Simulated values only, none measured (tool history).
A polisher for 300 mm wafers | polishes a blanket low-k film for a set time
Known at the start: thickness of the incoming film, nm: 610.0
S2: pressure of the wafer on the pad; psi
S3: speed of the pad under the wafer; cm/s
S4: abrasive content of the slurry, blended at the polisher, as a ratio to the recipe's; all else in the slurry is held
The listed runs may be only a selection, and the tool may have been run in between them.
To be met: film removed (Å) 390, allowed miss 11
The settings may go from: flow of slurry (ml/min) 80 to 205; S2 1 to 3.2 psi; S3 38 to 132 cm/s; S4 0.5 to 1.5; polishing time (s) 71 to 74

run 1 hour=0 | flow_of_slurry_(ml/min)=135 S2=2.1 S3=84 S4=1 polishing_time_(s)=71 | film_removed_(Å)=202.13
run 2 hour=7.1 | flow_of_slurry_(ml/min)=135 S2=2.1 S3=84 S4=0.85 polishing_time_(s)=71 | film_removed_(Å)=190.63
run 3 hour=9.4 | flow_of_slurry_(ml/min)=135 S2=2.1 S3=84 S4=0.85 polishing_time_(s)=74 | film_removed_(Å)=198.09
run 4 hour=13.1 | flow_of_slurry_(ml/min)=145 S2=2.4 S3=88 S4=0.85 polishing_time_(s)=74 | film_removed_(Å)=238.3
run 5 hour=15.1 | flow_of_slurry_(ml/min)=150 S2=2.6 S3=92 S4=0.85 polishing_time_(s)=74 | film_removed_(Å)=264.18
run 6 hour=16.6 | flow_of_slurry_(ml/min)=150 S2=2.9 S3=92 S4=0.85 polishing_time_(s)=74 | film_removed_(Å)=299.66
run 7 hour=19.2 | flow_of_slurry_(ml/min)=155 S2=3 S3=96 S4=0.85 polishing_time_(s)=74 | film_removed_(Å)=317.38
run 8 hour=27 | flow_of_slurry_(ml/min)=155 S2=3 S3=96 S4=0.85 polishing_time_(s)=74 | film_removed_(Å)=314.41
run 9 hour=35.8 | flow_of_slurry_(ml/min)=155 S2=3.1 S3=100 S4=0.85 polishing_time_(s)=74 | film_removed_(Å)=341.79
run 10 hour=44.3 | flow_of_slurry_(ml/min)=155 S2=3.1 S3=104 S4=0.85 polishing_time_(s)=74 | film_removed_(Å)=348.47
run 11 hour=51.9 | flow_of_slurry_(ml/min)=155 S2=3.1 S3=106 S4=0.85 polishing_time_(s)=74 | film_removed_(Å)=356.68
run 12 hour=60.9 | flow_of_slurry_(ml/min)=155 S2=3.1 S3=106 S4=0.85 polishing_time_(s)=74 | film_removed_(Å)=357.78
run 13 hour=68.9 | flow_of_slurry_(ml/min)=155 S2=3.1 S3=108 S4=0.85 polishing_time_(s)=74 | film_removed_(Å)=358.89

Below are 4 possible settings for the next run. Only one of them brings all results inside the allowed miss of their targets. Which is it?
run A hour=76.9 | flow_of_slurry_(ml/min)=155 S2=3.2 S3=116 S4=0.75 polishing_time_(s)=73 | film_removed_(Å)=?
run B hour=76.9 | flow_of_slurry_(ml/min)=170 S2=3.2 S3=110 S4=0.9 polishing_time_(s)=74 | film_removed_(Å)=?
run C hour=76.9 | flow_of_slurry_(ml/min)=145 S2=3 S3=110 S4=0.95 polishing_time_(s)=73 | film_removed_(Å)=?
run D hour=76.9 | flow_of_slurry_(ml/min)=150 S2=3.1 S3=98 S4=1.2 polishing_time_(s)=71 | film_removed_(Å)=?

move=A film_removed_(Å)=371.02
move=B film_removed_(Å)=394.35
move=C film_removed_(Å)=362.9
move=D film_removed_(Å)=365.27
A: closes in on the targets versus the last run, not all within tolerance yet
B: every result within its allowed miss
C: closes in on the targets versus the last run, not all within tolerance yet
D: closes in on the targets versus the last run, not all within tolerance yet
Correct choice: B, which meets every target
